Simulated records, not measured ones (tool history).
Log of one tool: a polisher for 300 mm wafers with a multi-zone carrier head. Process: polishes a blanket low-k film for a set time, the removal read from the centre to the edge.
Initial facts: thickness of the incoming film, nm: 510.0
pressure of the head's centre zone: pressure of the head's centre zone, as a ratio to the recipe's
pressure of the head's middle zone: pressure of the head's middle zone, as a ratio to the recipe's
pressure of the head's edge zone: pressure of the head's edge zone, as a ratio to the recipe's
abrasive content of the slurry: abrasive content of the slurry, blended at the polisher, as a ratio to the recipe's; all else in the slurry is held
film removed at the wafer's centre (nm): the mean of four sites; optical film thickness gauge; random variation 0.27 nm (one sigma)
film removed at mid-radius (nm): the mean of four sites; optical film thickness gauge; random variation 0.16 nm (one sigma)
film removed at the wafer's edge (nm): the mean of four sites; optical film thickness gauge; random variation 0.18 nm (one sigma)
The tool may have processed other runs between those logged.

run  hour  flow of slurry (ml/min)  pressure of the head's centre zone  pressure of the head's middle zone  pressure of the head's edge zone  abrasive content of the slurry  polishing time (s)  film removed at the wafer's centre (nm)  film removed at mid-radius (nm)  film removed at the wafer's edge (nm)
  1     0                      120                                   1                                   1                                 1                               1                  54                                   29.172                           28.497                                 27.607
  2     4                      120                                   1                                   1                              1.05                               1                  54                                   28.601                           28.388                                 28.526
  3  10.7                      110                                0.99                                0.96                              1.04                               1                  54                                    27.32                           26.978                                 27.662
  4  11.3                      110                                0.99                                0.96                              1.04                               1                  41                                   20.822                            20.16                                 20.862
  5    15                      130                                0.99                                0.95                              1.09                               1                  41                                   22.246                           21.017                                 22.196
  6  18.9                      130                                0.99                                0.95                              1.09                               1                  35                                   19.098                           18.175                                 18.783
  7  25.4                      130                                0.99                                0.93                              1.12                            1.15                  36                                   20.775                            19.37                                  20.91
  8  33.6                      135                                0.98                                0.91                              1.14                            1.25                  36                                   21.964                           20.227                                 22.269

Run 9 comes next. What will it give?
  9  41.7                      145                                0.96                                0.89                              1.16                             1.3                  36                                        ?                                ?                                      ?

Run 9 produced film removed at the wafer's centre (nm) 22.084, film removed at mid-radius (nm) 20.764, film removed at the wafer's edge (nm) 23.345.
